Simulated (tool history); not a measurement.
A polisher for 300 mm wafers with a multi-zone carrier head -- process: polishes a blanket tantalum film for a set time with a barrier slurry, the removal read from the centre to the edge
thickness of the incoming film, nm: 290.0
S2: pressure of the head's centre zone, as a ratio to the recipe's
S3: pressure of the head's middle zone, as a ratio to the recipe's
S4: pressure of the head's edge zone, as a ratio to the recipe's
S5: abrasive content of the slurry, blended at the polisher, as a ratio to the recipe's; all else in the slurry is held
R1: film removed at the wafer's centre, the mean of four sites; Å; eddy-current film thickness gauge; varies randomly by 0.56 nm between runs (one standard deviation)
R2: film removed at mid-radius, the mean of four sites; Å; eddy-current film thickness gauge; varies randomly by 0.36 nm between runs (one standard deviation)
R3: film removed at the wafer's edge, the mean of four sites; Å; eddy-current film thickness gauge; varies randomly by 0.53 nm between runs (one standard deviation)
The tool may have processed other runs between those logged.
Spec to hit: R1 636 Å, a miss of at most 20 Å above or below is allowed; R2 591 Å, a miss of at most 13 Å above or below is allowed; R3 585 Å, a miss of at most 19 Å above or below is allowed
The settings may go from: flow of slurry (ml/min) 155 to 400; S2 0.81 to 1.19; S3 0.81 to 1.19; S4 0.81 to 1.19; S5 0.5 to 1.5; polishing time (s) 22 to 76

run 1 hour=0 | flow_of_slurry_(ml/min)=255 S2=1 S3=1 S4=1 S5=1 polishing_time_(s)=49 | R1=544.7 R2=568.27 R3=558.72
run 2 hour=1.6 | flow_of_slurry_(ml/min)=195 S2=1 S3=1 S4=1 S5=1 polishing_time_(s)=49 | R1=526.45 R2=550.75 R3=543.29
run 3 hour=2.6 | flow_of_slurry_(ml/min)=195 S2=1 S3=1 S4=1 S5=1 polishing_time_(s)=37 | R1=391.73 R2=409.08 R3=410.34
run 4 hour=6.5 | flow_of_slurry_(ml/min)=195 S2=1 S3=1 S4=1 S5=1.2 polishing_time_(s)=37 | R1=414.93 R2=433.34 R3=425.74
run 5 hour=11.2 | flow_of_slurry_(ml/min)=215 S2=1.02 S3=1.01 S4=1.03 S5=1.25 polishing_time_(s)=38 | R1=436.28 R2=454.55 R3=458.69
run 6 hour=16 | flow_of_slurry_(ml/min)=215 S2=1.08 S3=1.01 S4=1.03 S5=1.25 polishing_time_(s)=38 | R1=471.79 R2=461.71 R3=449.04
run 7 hour=22 | flow_of_slurry_(ml/min)=235 S2=1.1 S3=1.02 S4=1.05 S5=1.3 polishing_time_(s)=38 | R1=497.59 R2=474.07 R3=465.14
run 8 hour=29.5 | flow_of_slurry_(ml/min)=305 S2=1.17 S3=1.12 S4=1.15 S5=1.5 polishing_time_(s)=42 | R1=609.15 R2=601.82 R3=556.27
run 9 hour=30.8 | flow_of_slurry_(ml/min)=305 S2=1.17 S3=1.11 S4=1.16 S5=1.5 polishing_time_(s)=42 | R1=610.72 R2=600.32 R3=564.49

Which single option among these 4 for the next run brings every result within its allowed miss of target? Just one does.
run A hour=32.1 | flow_of_slurry_(ml/min)=310 S2=1.18 S3=1.06 S4=1.18 S5=1.5 polishing_time_(s)=43 | R1=? R2=? R3=?
run B hour=32.1 | flow_of_slurry_(ml/min)=385 S2=1.04 S3=1.14 S4=1.19 S5=1.5 polishing_time_(s)=42 | R1=? R2=? R3=?
run C hour=32.1 | flow_of_slurry_(ml/min)=330 S2=1.07 S3=1.09 S4=1.19 S5=1.5 polishing_time_(s)=44 | R1=? R2=? R3=?
run D hour=32.1 | flow_of_slurry_(ml/min)=270 S2=1.19 S3=1.12 S4=1.17 S5=1.5 polishing_time_(s)=42 | R1=? R2=? R3=?

move=A R1=639.77 R2=584.47 R3=570.49
move=B R1=562.37 R2=619.85 R3=567.05
move=C R1=597.32 R2=616.55 R3=588.41
move=D R1=620.12 R2=589.45 R3=548.4
A: all results in spec
B: its largest miss is bigger than the last run's
C: its largest miss is bigger than the last run's
D: the worst result of the last run now meets its target, but another is out of spec
The right move is A.
